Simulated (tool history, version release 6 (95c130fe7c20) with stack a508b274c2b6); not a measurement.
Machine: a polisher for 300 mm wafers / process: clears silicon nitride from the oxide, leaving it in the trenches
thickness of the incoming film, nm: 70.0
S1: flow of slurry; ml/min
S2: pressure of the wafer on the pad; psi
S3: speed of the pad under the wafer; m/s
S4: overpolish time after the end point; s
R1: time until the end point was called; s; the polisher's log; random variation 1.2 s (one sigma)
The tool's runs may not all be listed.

run 1 hour=0.0 | S1=255 S2=2.4 S3=0.96 S4=34 | R1=100.310
run 2 hour=6.8 | S1=255 S2=2.4 S3=1.16 S4=34 | R1=85.468
run 3 hour=11.6 | S1=255 S2=2.1 S3=1.16 S4=34 | R1=92.985
run 4 hour=16.5 | S1=320 S2=2.1 S3=1.16 S4=34 | R1=90.636
run 5 hour=19.4 | S1=320 S2=2.2 S3=1.16 S4=34 | R1=86.582
run 6 hour=21.1 | S1=320 S2=2.2 S3=1.00 S4=34 | R1=101.440
run 7 hour=23.0 | S1=320 S2=2.3 S3=1.00 S4=34 | R1=95.927
run 8 hour=24.0 | S1=320 S2=2.4 S3=1.00 S4=34 | R1=95.690
run 9 hour=32.7 | S1=320 S2=2.5 S3=1.02 S4=34 | R1=88.268
run 10 hour=41.6 | S1=320 S2=2.6 S3=1.02 S4=34 | R1=88.174
run 11 hour=42.8 | S1=320 S2=2.7 S3=1.02 S4=34 | R1=84.204
run 12 hour=48.0 | S1=320 S2=2.8 S3=1.02 S4=34 | R1=81.254
run 13 hour=52.0 | S1=320 S2=2.9 S3=1.02 S4=34 | R1=79.792

Estimate the outcome of run 14 from the log above:
run 14 hour=54.8 | S1=320 S2=3.0 S3=1.02 S4=34 | R1=?

{"run 14": {"R1": 77.077}}

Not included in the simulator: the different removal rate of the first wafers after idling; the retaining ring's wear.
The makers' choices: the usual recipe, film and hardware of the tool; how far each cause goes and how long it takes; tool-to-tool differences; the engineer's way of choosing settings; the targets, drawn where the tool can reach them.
